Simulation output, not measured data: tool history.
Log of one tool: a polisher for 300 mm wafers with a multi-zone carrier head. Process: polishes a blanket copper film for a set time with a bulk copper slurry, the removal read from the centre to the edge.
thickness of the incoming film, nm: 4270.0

run,hour,flow of slurry (ml/min),pressure of the head's centre zone,pressure of the head's middle zone,pressure of the head's edge zone,abrasive content of the slurry,polishing time (s),film removed at the wafer's centre (nm),film removed at mid-radius (nm),film removed at the wafer's edge (nm)
1,0,190,1,1,1,1,90,1028.5,1078.7,1055.6
2,5.5,185,1.01,0.98,0.98,0.9,83,949.31,926.11,914.3
3,6.2,185,1.01,0.98,0.98,0.9,99,1124.8,1098.8,1090.6
4,9.6,180,0.99,0.96,0.96,0.85,93,987.23,991.74,1007.7
5,14.5,180,0.99,0.95,0.94,0.8,87,923.15,894.89,915.7
6,21.6,180,0.99,0.89,0.94,0.8,87,924.35,869.06,905.73

Run 7 comes next. What will it give?
7,29.8,180,0.99,0.89,0.92,0.75,82,?,?,?

{"run 7": {"film removed at the wafer's centre (nm)": 833.66, "film removed at mid-radius (nm)": 798.99, "film removed at the wafer's edge (nm)": 822.38}}
